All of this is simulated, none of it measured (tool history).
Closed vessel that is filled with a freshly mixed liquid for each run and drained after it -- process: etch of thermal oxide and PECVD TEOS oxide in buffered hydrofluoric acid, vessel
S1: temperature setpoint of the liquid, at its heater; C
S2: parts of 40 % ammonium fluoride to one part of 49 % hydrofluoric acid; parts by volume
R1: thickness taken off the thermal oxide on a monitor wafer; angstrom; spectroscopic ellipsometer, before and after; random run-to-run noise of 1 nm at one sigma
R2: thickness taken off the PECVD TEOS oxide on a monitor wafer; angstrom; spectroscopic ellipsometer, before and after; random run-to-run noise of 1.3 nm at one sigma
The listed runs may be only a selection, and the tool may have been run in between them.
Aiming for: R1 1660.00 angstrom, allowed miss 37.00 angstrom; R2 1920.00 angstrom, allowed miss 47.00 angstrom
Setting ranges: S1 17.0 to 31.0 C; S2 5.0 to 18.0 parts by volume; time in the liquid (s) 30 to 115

{"run": 1, "hour": 0.0, "S1": 23.0, "S2": 11.0, "time in the liquid (s)": 60, "R1": 541.3, "R2": 629.41}
{"run": 2, "hour": 3.2, "S1": 23.0, "S2": 9.5, "time in the liquid (s)": 60, "R1": 621.95, "R2": 708.21}
{"run": 3, "hour": 9.3, "S1": 23.0, "S2": 9.5, "time in the liquid (s)": 75, "R1": 770.39, "R2": 906.05}
{"run": 4, "hour": 13.3, "S1": 24.0, "S2": 9.0, "time in the liquid (s)": 75, "R1": 845.95, "R2": 977.68}
{"run": 5, "hour": 18.9, "S1": 24.0, "S2": 8.0, "time in the liquid (s)": 75, "R1": 960.87, "R2": 1106.0}
{"run": 6, "hour": 23.8, "S1": 26.5, "S2": 8.0, "time in the liquid (s)": 75, "R1": 1104.6, "R2": 1264.8}
{"run": 7, "hour": 28.7, "S1": 27.0, "S2": 8.0, "time in the liquid (s)": 75, "R1": 1134.9, "R2": 1308.8}
{"run": 8, "hour": 37.1, "S1": 27.5, "S2": 8.0, "time in the liquid (s)": 75, "R1": 1168.2, "R2": 1354.8}
{"run": 9, "hour": 38.0, "S1": 28.0, "S2": 8.0, "time in the liquid (s)": 75, "R1": 1187.3, "R2": 1368.8}
{"hour": 41.1, "done": "thermometer replaced"}
{"run": 10, "hour": 41.1, "S1": 28.5, "S2": 7.5, "time in the liquid (s)": 75, "R1": 1398.2, "R2": 1606.7}
{"run": 11, "hour": 49.5, "S1": 29.0, "S2": 7.5, "time in the liquid (s)": 75, "R1": 1438.3, "R2": 1638.7}
{"run": 12, "hour": 58.6, "S1": 30.0, "S2": 7.5, "time in the liquid (s)": 75, "R1": 1515.2, "R2": 1743.3}
{"run": 13, "hour": 61.3, "S1": 30.5, "S2": 7.5, "time in the liquid (s)": 75, "R1": 1535.5, "R2": 1813.6}

Below are 5 possible settings for the next run. Only one of them brings all results inside the allowed miss of their targets. Which is it?
{"run": "A", "hour": 64.0, "S1": 26.5, "S2": 6.0, "time in the liquid (s)": 70, "R1": "?", "R2": "?"}
{"run": "B", "hour": 64.0, "S1": 31.0, "S2": 7.0, "time in the liquid (s)": 70, "R1": "?", "R2": "?"}
{"run": "C", "hour": 64.0, "S1": 31.0, "S2": 8.0, "time in the liquid (s)": 80, "R1": "?", "R2": "?"}
{"run": "D", "hour": 64.0, "S1": 29.5, "S2": 10.5, "time in the liquid (s)": 115, "R1": "?", "R2": "?"}
{"run": "E", "hour": 64.0, "S1": 30.5, "S2": 6.0, "time in the liquid (s)": 70, "R1": "?", "R2": "?"}

move=A R1=1434.00 R2=1661.90
move=B R1=1591.20 R2=1844.10
move=C R1=1574.60 R2=1824.90
move=D R1=1644.30 R2=1905.70
move=E R1=1771.40 R2=2053.00
A: moves away from the targets compared with the last run
B: moves toward the targets from the last run without getting all of them in spec
C: moves toward the targets from the last run without getting all of them in spec
D: every result lands within tolerance
E: takes the biggest miss from the last run beyond its target
Go with D: it meets all targets.
